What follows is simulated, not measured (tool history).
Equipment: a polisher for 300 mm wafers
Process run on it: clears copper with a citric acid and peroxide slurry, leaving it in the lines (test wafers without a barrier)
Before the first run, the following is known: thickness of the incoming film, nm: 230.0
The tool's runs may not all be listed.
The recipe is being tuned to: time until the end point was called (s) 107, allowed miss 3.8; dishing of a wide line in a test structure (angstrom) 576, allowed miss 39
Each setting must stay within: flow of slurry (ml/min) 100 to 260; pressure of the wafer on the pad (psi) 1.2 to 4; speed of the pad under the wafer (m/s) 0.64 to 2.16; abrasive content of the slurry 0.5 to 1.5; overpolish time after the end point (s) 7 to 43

run	hour	flow of slurry (ml/min)	pressure of the wafer on the pad (psi)	speed of the pad under the wafer (m/s)	abrasive content of the slurry	overpolish time after the end point (s)	time until the end point was called (s)	dishing of a wide line in a test structure (angstrom)
1	0	165	2.6	1.4	1	22	94.499	423.41
2	2.9	165	2.6	1.62	1	22	82.877	459.85
3	9.2	165	2.6	1.62	1	30	81.166	631.79
4	17.1	185	2.6	1.62	1	30	79.755	631.41
5	21.2	180	2.5	1.62	1	31	83.761	593.9
6	28.8	200	2.5	1.62	1	31	82.573	613.97
7	29.4	170	1.8	1.6	1	37	118.51	534.92
8	32.3	175	1.8	1.6	1	37	117.76	496.37

Below are 4 possible settings for the next run. Only one of them brings all results inside the allowed miss of their targets. Which is it?
A	35.2	165	1.9	1.54	1	37	?	?
B	35.2	150	1.7	1.78	1.05	40	?	?
C	35.2	180	1.9	1.62	1.1	37	?	?
D	35.2	175	1.9	1.52	0.95	42	?	?

move	time until the end point was called (s)	dishing of a wide line in a test structure (angstrom)
A	115.65	522.63
B	111.88	565.06
C	106.51	558.63
D	117.75	570.74
A: nearer than the last run, and not there yet
B: nearer than the last run, and not there yet
C: all results in spec
D: neither nearer nor further off than the last run
Move C is the one to make.

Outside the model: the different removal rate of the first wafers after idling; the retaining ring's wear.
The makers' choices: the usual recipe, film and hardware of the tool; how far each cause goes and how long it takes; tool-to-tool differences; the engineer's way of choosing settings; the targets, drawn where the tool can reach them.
